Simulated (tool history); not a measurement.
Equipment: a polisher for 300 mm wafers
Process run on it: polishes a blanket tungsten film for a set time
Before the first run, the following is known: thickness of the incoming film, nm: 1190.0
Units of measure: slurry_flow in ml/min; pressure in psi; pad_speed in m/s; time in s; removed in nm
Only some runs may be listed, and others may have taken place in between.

run	day	slurry_flow	pressure	pad_speed	slurry_solids	time	removed
1	0.000	130	3.1	0.86	1.0	90	315.86
2	0.208	125	2.7	0.84	1.0	90	268.91
3	0.558	125	3.4	0.84	1.0	90	327.07
4	0.917	125	3.1	0.84	1.0	90	304.08
5	1.221	125	3.1	0.94	1.0	90	343.38
6	1.350	125	3.1	0.94	1.0	90	340.35
7	1.558	120	2.7	0.90	1.0	90	278.61
8	1.675	110	2.4	0.90	1.0	90	243.01
9	2.021	105	2.2	0.90	1.0	90	224.91
10	2.362	100	2.0	0.90	1.0	90	202.76

Predict the results of run 11:
11	2.592	95	1.9	0.90	1.0	90	?

removed: 188.10 nm

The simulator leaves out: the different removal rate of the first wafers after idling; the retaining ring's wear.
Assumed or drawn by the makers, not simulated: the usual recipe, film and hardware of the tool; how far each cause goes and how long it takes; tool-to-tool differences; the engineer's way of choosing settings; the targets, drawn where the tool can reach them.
